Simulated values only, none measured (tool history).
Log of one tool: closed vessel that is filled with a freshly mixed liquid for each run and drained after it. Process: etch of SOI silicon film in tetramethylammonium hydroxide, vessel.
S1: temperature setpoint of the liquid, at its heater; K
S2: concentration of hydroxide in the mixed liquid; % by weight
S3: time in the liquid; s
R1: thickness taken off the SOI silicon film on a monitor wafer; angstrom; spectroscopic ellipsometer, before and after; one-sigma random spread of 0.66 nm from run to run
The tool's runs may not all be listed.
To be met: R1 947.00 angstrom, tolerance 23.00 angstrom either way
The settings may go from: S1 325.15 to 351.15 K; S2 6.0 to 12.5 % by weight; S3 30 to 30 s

run 1 day=0.000 | S1=338.15 S2=8.5 S3=30 | R1=1755.80
run 2 day=0.283 | S1=338.15 S2=8.5 S3=30 | R1=1753.00
run 3 day=0.558 | S1=338.15 S2=8.5 S3=30 | R1=1764.60
run 4 day=0.888 | S1=342.15 S2=8.5 S3=30 | R1=2230.90
run 5 day=1.146 | S1=342.15 S2=8.5 S3=30 | R1=2241.00
run 6 day=1.233 | S1=342.15 S2=10.5 S3=30 | R1=2076.70
run 7 day=1.379 | S1=339.65 S2=10.5 S3=30 | R1=1787.50
run 8 day=1.700 | S1=337.65 S2=10.5 S3=30 | R1=1584.70
run 9 day=1.958 | S1=335.65 S2=10.5 S3=30 | R1=1410.10
run 10 day=2.096 | S1=334.15 S2=10.5 S3=30 | R1=1273.90
run 11 day=2.292 | S1=333.15 S2=10.5 S3=30 | R1=1204.70
run 12 day=2.471 | S1=332.15 S2=10.5 S3=30 | R1=1134.50
run 13 day=2.696 | S1=331.65 S2=10.5 S3=30 | R1=1088.30
run 14 day=2.925 | S1=331.15 S2=10.5 S3=30 | R1=1065.90
run 15 day=3.025 | S1=330.65 S2=10.5 S3=30 | R1=1016.30
run 16 day=3.200 | S1=330.15 S2=10.5 S3=30 | R1=991.75
run 17 day=3.267 | S1=330.15 S2=10.5 S3=30 | R1=990.55

Next run, 4 choices. One meets every target within its allowed miss, the rest don't. Which?
run A day=3.333 | S1=329.15 S2=12.0 S3=30 | R1=?
run B day=3.333 | S1=330.15 S2=10.0 S3=30 | R1=?
run C day=3.333 | S1=328.65 S2=9.0 S3=30 | R1=?
run D day=3.333 | S1=329.15 S2=11.5 S3=30 | R1=?

move=A R1=879.13
move=B R1=1000.70
move=C R1=947.21
move=D R1=894.01
A: moves the result that the last run missed by most past its target, out the other side
B: further off than the last run
C: meets every target
D: moves the result that the last run missed by most past its target, out the other side
Go with C: it meets all targets.

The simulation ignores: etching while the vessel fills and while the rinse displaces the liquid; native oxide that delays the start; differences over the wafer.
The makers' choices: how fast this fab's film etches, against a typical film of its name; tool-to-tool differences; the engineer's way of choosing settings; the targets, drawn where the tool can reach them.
